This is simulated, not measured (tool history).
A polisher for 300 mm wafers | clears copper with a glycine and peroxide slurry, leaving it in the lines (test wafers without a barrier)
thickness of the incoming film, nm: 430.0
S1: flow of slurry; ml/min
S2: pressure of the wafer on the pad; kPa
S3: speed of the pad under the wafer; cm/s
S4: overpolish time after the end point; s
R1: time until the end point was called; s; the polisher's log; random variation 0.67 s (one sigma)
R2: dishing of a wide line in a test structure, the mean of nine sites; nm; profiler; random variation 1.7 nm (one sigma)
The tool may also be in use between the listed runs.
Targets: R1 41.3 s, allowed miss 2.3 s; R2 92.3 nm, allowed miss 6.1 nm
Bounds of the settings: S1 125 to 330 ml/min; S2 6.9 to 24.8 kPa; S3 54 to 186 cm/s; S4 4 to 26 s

{"run": 1, "hour": 0.0, "S1": 210, "S2": 15.9, "S3": 118, "S4": 13, "R1": 74.612, "R2": 50.662}
{"run": 2, "hour": 1.3, "S1": 210, "S2": 15.9, "S3": 90, "S4": 13, "R1": 84.413, "R2": 42.402}
{"run": 3, "hour": 10.0, "S1": 210, "S2": 16.5, "S3": 96, "S4": 13, "R1": 81.138, "R2": 45.441}
{"run": 4, "hour": 13.5, "S1": 210, "S2": 16.5, "S3": 96, "S4": 9, "R1": 80.172, "R2": 32.714}
{"run": 5, "hour": 14.4, "S1": 210, "S2": 17.2, "S3": 104, "S4": 9, "R1": 75.735, "R2": 35.863}
{"run": 6, "hour": 22.2, "S1": 210, "S2": 17.2, "S3": 84, "S4": 9, "R1": 84.034, "R2": 32.936}
{"run": 7, "hour": 30.9, "S1": 215, "S2": 17.9, "S3": 92, "S4": 10, "R1": 76.471, "R2": 38.441}
{"run": 8, "hour": 31.8, "S1": 230, "S2": 22.1, "S3": 126, "S4": 16, "R1": 54.382, "R2": 72.906}
{"run": 9, "hour": 39.7, "S1": 230, "S2": 22.1, "S3": 130, "S4": 16, "R1": 52.218, "R2": 73.544}

Which of these 5 next moves meets every target?
{"run": "A", "hour": 47.6, "S1": 180, "S2": 24.8, "S3": 180, "S4": 13, "R1": "?", "R2": "?"}
{"run": "B", "hour": 47.6, "S1": 285, "S2": 22.8, "S3": 164, "S4": 19, "R1": "?", "R2": "?"}
{"run": "C", "hour": 47.6, "S1": 215, "S2": 24.8, "S3": 172, "S4": 13, "R1": "?", "R2": "?"}
{"run": "D", "hour": 47.6, "S1": 200, "S2": 24.8, "S3": 154, "S4": 14, "R1": "?", "R2": "?"}
{"run": "E", "hour": 47.6, "S1": 260, "S2": 23.4, "S3": 186, "S4": 17, "R1": "?", "R2": "?"}

move=A R1=37.713 R2=80.601
move=B R1=41.205 R2=95.735
move=C R1=38.016 R2=80.257
move=D R1=41.725 R2=79.453
move=E R1=36.826 R2=95.733
A: takes the result that was furthest off past its target
B: meets every target
C: takes the result that was furthest off past its target
D: brings the result that was furthest off to its target, and leaves another outside
E: takes the result that was furthest off past its target
The right move is B.
